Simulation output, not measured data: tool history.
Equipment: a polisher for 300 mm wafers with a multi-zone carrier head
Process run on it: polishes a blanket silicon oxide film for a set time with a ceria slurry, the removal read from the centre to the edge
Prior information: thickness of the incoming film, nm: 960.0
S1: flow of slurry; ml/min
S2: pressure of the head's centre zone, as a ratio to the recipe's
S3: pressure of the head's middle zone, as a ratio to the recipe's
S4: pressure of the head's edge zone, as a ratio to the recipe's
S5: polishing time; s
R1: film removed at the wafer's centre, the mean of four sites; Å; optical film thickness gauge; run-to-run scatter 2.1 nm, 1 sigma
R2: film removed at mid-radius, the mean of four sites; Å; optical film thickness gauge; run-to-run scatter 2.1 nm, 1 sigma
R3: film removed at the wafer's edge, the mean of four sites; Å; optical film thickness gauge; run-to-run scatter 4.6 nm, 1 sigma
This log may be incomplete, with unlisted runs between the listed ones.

run 1 day=0 | S1=190 S2=1 S3=1 S4=1 S5=62 | R1=3214.5 R2=3303.4 R3=3200.8
run 2 day=0.046 | S1=190 S2=1 S3=1 S4=1 S5=77 | R1=4011.1 R2=4154.1 R3=3962.6
run 3 day=0.246 | S1=190 S2=1 S3=1 S4=1 S5=90 | R1=4725.8 R2=4807.5 R3=4854.1
run 4 day=0.608 | S1=175 S2=0.99 S3=0.94 S4=1 S5=83 | R1=4232.5 R2=4120.8 R3=4410.2
run 5 day=0.692 | S1=175 S2=0.99 S3=0.94 S4=1 S5=77 | R1=3917.1 R2=3865.6 R3=4002.7
run 6 day=0.929 | S1=165 S2=0.99 S3=0.9 S4=1 S5=73 | R1=3634.8 R2=3478.5 R3=3849.8
run 7 day=1.029 | S1=150 S2=1 S3=0.81 S4=0.9 S5=66 | R1=3257.4 R2=2819.5 R3=3170.6

Run 8 has not been measured yet. What should we expect?
run 8 day=1.404 | S1=175 S2=0.98 S3=0.83 S4=0.98 S5=67 | R1=? R2=? R3=?

{"run 8": {"R1": 3339.4, "R2": 3036.7, "R3": 3483}}

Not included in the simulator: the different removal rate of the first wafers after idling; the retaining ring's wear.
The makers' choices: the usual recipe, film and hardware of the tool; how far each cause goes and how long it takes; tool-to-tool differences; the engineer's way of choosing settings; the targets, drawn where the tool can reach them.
